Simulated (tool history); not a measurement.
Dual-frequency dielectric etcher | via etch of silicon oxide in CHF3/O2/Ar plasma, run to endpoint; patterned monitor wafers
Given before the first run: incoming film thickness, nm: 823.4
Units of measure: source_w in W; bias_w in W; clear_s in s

run 1 hour=0.0 | source_w=650 bias_w=130 | clear_s=429.04
run 2 hour=6.7 | source_w=550 bias_w=130 | clear_s=452.70
run 3 hour=12.4 | source_w=520 bias_w=126 | clear_s=463.23
run 4 hour=12.9 | source_w=490 bias_w=123 | clear_s=478.71
run 5 hour=16.5 | source_w=590 bias_w=123 | clear_s=450.28
run 6 hour=22.1 | source_w=650 bias_w=123 | clear_s=437.52
run 7 hour=25.3 | source_w=600 bias_w=118 | clear_s=452.06

Run 8 is up next; what results do you expect?
run 8 hour=26.6 | source_w=470 bias_w=101 | clear_s=?

clear_s: 515.98 s
